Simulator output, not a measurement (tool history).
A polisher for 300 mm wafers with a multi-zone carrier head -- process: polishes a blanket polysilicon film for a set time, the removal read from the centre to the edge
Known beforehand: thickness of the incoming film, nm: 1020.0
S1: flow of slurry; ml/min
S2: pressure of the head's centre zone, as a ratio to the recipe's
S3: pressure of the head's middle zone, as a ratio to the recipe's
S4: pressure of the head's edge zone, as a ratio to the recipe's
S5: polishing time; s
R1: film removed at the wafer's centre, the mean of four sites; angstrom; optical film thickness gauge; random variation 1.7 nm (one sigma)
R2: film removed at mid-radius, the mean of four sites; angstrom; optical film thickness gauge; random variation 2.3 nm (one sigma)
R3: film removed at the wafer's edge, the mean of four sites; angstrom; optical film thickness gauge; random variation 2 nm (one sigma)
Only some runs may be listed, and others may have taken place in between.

run	hour	S1	S2	S3	S4	S5	R1	R2	R3
1	0.0	245	1.00	1.00	1.00	37	4024.4	3843.8	3775.8
2	0.9	245	1.00	1.00	0.92	37	4011.8	3879.2	3689.7
3	5.6	200	1.00	1.00	0.92	37	3951.0	3776.9	3571.9
4	11.5	200	1.04	1.00	0.92	37	4072.2	3718.4	3574.9
5	14.4	195	1.03	0.98	0.92	35	3832.0	3538.3	3387.1
6	19.8	190	1.03	0.96	0.94	33	3530.7	3307.4	3254.2
7	26.0	185	1.04	0.94	0.95	31	3390.9	3018.8	3054.7
8	29.3	185	1.04	0.92	0.95	30	3225.8	2840.6	2905.4
9	36.4	185	1.04	0.91	0.96	29	3140.7	2727.5	2838.5
10	39.6	185	1.03	0.90	0.96	28	3026.4	2672.0	2763.5
11	42.0	185	1.03	0.89	0.97	27	2932.1	2520.1	2689.2

The next listed run, before its measurement:
12	46.7	185	1.02	0.88	0.97	26	?	?	?

For run 12 the tool returned R1 2779.9 angstrom, R2 2416.3 angstrom, R3 2600.8 angstrom.
